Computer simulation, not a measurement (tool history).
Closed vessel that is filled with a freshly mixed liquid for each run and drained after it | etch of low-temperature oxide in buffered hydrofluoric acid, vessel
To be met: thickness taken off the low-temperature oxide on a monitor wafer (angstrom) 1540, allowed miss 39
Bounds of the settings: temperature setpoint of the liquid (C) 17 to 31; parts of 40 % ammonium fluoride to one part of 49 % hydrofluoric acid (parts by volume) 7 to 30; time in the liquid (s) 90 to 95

| run | hour | temperature setpoint of the liquid (C) | parts of 40 % ammonium fluoride to one part of 49 % hydrofluoric acid (parts by volume) | time in the liquid (s) | thickness taken off the low-temperature oxide on a monitor wafer (angstrom) |
|---|---|---|---|---|---|
| 1 | 0 | 23 | 19 | 90 | 1828.9 |
| 2 | 0.6 | 22 | 19 | 90 | 1720.1 |
| 3 | 7.4 | 22 | 13.5 | 90 | 2392.3 |
| 4 | 12.1 | 18.5 | 13.5 | 90 | 1957.7 |
| 5 | 16.7 | 18.5 | 13.5 | 95 | 2084.1 |
| 6 | 21.4 | 18 | 15 | 95 | 1816.2 |
| 7 | 27.4 | 17.5 | 15.5 | 95 | 1720.7 |
| 8 | 34.8 | 17.5 | 16 | 95 | 1682.1 |
| 9 | 41.7 | 17.5 | 16.5 | 95 | 1629.1 |

5 next moves are on the table. One of them brings every result within its allowed miss. Which?
| A | 48.6 | 17.5 | 15.5 | 95 | ? |
| B | 48.6 | 18.5 | 17.5 | 90 | ? |
| C | 48.6 | 18.5 | 15.5 | 90 | ? |
| D | 48.6 | 17 | 14.5 | 90 | ? |
| E | 48.6 | 17.5 | 17.5 | 90 | ? |

| move | thickness taken off the low-temperature oxide on a monitor wafer (angstrom) |
|---|---|
| A | 1726 |
| B | 1535.6 |
| C | 1730.8 |
| D | 1696.9 |
| E | 1450.7 |
A: further off than the last run
B: meets every target
C: further off than the last run
D: further off than the last run
E: takes the result that was furthest off past its target
The right move is B.

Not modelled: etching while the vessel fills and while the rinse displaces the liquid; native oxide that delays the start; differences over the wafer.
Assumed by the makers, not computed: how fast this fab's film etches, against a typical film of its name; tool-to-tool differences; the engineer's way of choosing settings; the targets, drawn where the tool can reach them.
